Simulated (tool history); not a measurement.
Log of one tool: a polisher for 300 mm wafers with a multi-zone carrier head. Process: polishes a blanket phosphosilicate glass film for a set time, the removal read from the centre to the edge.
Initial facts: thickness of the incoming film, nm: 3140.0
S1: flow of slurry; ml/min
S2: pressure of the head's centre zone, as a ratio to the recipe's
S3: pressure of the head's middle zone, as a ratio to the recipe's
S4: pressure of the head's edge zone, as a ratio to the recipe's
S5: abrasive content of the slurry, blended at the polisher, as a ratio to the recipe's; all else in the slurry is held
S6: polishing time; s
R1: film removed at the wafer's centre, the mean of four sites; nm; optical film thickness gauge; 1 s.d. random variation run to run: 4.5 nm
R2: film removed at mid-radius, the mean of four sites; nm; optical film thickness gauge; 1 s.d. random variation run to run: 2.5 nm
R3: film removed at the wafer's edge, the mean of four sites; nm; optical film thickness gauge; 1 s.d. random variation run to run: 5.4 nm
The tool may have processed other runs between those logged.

run 1 hour=0 | S1=300 S2=1 S3=1 S4=1 S5=1 S6=46 | R1=547.21 R2=538.16 R3=531.42
run 2 hour=2.1 | S1=300 S2=1 S3=1.05 S4=1 S5=1 S6=46 | R1=541.57 R2=564.11 R3=525.39
run 3 hour=4.9 | S1=300 S2=1 S3=1.13 S4=1 S5=1 S6=46 | R1=537.48 R2=603.56 R3=517.57
run 4 hour=12.2 | S1=300 S2=1 S3=1.13 S4=0.96 S5=1 S6=46 | R1=542.16 R2=599.96 R3=532.95
run 5 hour=20.3 | S1=300 S2=1 S3=1.13 S4=0.96 S5=0.85 S6=46 | R1=488.05 R2=546.44 R3=486.76
run 6 hour=21.3 | S1=300 S2=1 S3=1.08 S4=0.95 S5=0.75 S6=45 | R1=452.32 R2=479.44 R3=431.72
run 7 hour=29.6 | S1=300 S2=1 S3=1.08 S4=0.95 S5=0.75 S6=45 | R1=459.35 R2=488.45 R3=434.4
run 8 hour=30.6 | S1=280 S2=0.96 S3=1.01 S4=0.97 S5=0.7 S6=45 | R1=403.7 R2=433.21 R3=412.56

Run 9 is up next; what results do you expect?
run 9 hour=31.7 | S1=270 S2=0.95 S3=0.96 S4=0.96 S5=0.7 S6=45 | R1=? R2=? R3=?

R1: 403.36 nm
R2: 416.15 nm
R3: 406.84 nm

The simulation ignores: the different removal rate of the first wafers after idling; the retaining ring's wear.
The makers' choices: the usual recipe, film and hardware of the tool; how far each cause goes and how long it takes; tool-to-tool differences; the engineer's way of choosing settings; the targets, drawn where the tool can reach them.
